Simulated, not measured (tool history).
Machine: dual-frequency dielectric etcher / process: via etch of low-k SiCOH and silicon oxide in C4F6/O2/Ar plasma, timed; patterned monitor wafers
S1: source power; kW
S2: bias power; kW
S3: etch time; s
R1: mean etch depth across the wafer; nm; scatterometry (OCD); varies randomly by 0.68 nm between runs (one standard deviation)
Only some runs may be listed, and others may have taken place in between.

run	hour	S1	S2	S3	R1
1	0	0.45	0.149	52	129.17
2	5.2	0.45	0.172	52	138.88
3	14.2	0.45	0.172	54.5	145.46
4	21.4	0.45	0.158	54.5	139.18
5	29.5	0.43	0.154	54.5	136.61
6	37.1	0.39	0.154	54.5	131.13
# hour 45.4: source power generator calibrated
7	45.4	0.37	0.15	54.5	129.73
8	48.3	0.36	0.145	54.5	126.75

Estimate the outcome of run 9 from the log above:
9	55.9	0.35	0.141	54.5	?

R1: 122.44 nm
